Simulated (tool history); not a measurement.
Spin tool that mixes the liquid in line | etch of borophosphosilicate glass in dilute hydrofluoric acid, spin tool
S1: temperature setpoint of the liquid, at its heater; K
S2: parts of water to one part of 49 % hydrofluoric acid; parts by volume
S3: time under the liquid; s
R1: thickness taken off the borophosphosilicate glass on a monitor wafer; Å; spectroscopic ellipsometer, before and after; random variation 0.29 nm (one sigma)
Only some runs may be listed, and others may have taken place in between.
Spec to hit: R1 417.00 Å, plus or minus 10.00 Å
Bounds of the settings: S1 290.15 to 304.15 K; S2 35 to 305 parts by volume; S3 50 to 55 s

run  hour      S1   S2  S3      R1
  1   0.0  296.15  170  50  149.10
  2   5.7  293.15  170  50  131.23
  3   9.0  293.15  170  50  132.10
  4  10.3  291.15  170  50  121.49
  5  15.1  294.65  140  50  174.73
  6  23.1  297.15  120  50  233.54
     29.5  -- thermometer replaced
  7  29.5  299.15  110  50  303.66
  8  33.1  300.65  110  50  324.08
  9  37.4  301.65  110  50  331.84
 10  44.5  302.15  105  50  357.63
 11  45.8  304.15   95  50  428.13

Which one of the following 4 next-run settings gets every result inside its allowed miss? There is exactly one.
  A  47.1  298.15   85  50   ?
  B  47.1  303.15   95  50   ?
  C  47.1  303.65  110  55   ?
  D  47.1  304.15  100  55   ?

move      R1
   A  394.02
   B  422.01
   C  399.88
   D  454.54
A: pushes the last run's worst result past its target
B: in spec on every target
C: pushes the last run's worst result past its target
D: further off than the last run
Answer: B
